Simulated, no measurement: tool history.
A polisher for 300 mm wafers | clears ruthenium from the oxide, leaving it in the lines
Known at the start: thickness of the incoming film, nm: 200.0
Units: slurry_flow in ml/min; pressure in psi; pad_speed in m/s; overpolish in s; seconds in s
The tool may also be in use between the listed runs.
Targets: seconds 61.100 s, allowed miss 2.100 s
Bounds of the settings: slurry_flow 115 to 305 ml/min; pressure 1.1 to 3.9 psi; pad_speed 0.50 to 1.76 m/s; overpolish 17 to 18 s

Run 1, day 0.000: slurry_flow 195 ml/min, pressure 2.5 psi, pad_speed 1.12 m/s, overpolish 17 s. Result: seconds 123.820 s.
Run 2, day 0.225: slurry_flow 200 ml/min, pressure 2.8 psi, pad_speed 1.14 m/s, overpolish 17 s. Result: seconds 109.470 s.
Run 3, day 0.292: slurry_flow 200 ml/min, pressure 2.8 psi, pad_speed 1.14 m/s, overpolish 17 s. Result: seconds 110.590 s.
Run 4, day 0.321: slurry_flow 200 ml/min, pressure 2.8 psi, pad_speed 1.30 m/s, overpolish 17 s. Result: seconds 96.602 s.
At day 0.575: slurry nozzle cleaned.
Run 5, day 0.575: slurry_flow 200 ml/min, pressure 3.0 psi, pad_speed 1.32 m/s, overpolish 17 s. Result: seconds 83.978 s.
Run 6, day 0.646: slurry_flow 200 ml/min, pressure 3.0 psi, pad_speed 1.20 m/s, overpolish 17 s. Result: seconds 92.546 s.
Run 7, day 0.729: slurry_flow 200 ml/min, pressure 3.0 psi, pad_speed 1.20 m/s, overpolish 17 s. Result: seconds 92.075 s.
Run 8, day 0.875: slurry_flow 200 ml/min, pressure 3.1 psi, pad_speed 1.20 m/s, overpolish 17 s. Result: seconds 89.483 s.
Run 9, day 1.025: slurry_flow 200 ml/min, pressure 3.3 psi, pad_speed 1.20 m/s, overpolish 17 s. Result: seconds 83.954 s.
Run 10, day 1.358: slurry_flow 200 ml/min, pressure 3.4 psi, pad_speed 1.22 m/s, overpolish 17 s. Result: seconds 80.514 s.

5 next moves are on the table. One of them brings every result within its allowed miss. Which?
Run A, day 1.692: slurry_flow 165 ml/min, pressure 3.0 psi, pad_speed 1.12 m/s, overpolish 17 s. Result: seconds ?.
Run B, day 1.692: slurry_flow 185 ml/min, pressure 2.7 psi, pad_speed 1.02 m/s, overpolish 18 s. Result: seconds ?.
Run C, day 1.692: slurry_flow 230 ml/min, pressure 3.9 psi, pad_speed 1.54 m/s, overpolish 18 s. Result: seconds ?.
Run D, day 1.692: slurry_flow 175 ml/min, pressure 3.9 psi, pad_speed 1.42 m/s, overpolish 18 s. Result: seconds ?.
Run E, day 1.692: slurry_flow 220 ml/min, pressure 3.7 psi, pad_speed 1.20 m/s, overpolish 18 s. Result: seconds ?.

move  seconds
   A  100.530
   B  120.170
   C   54.812
   D   61.266
   E   73.961
A: further off than the last run
B: further off than the last run
C: takes the result that was furthest off past its target
D: meets every target
E: nearer than the last run, and not there yet
Move D is the one to make.
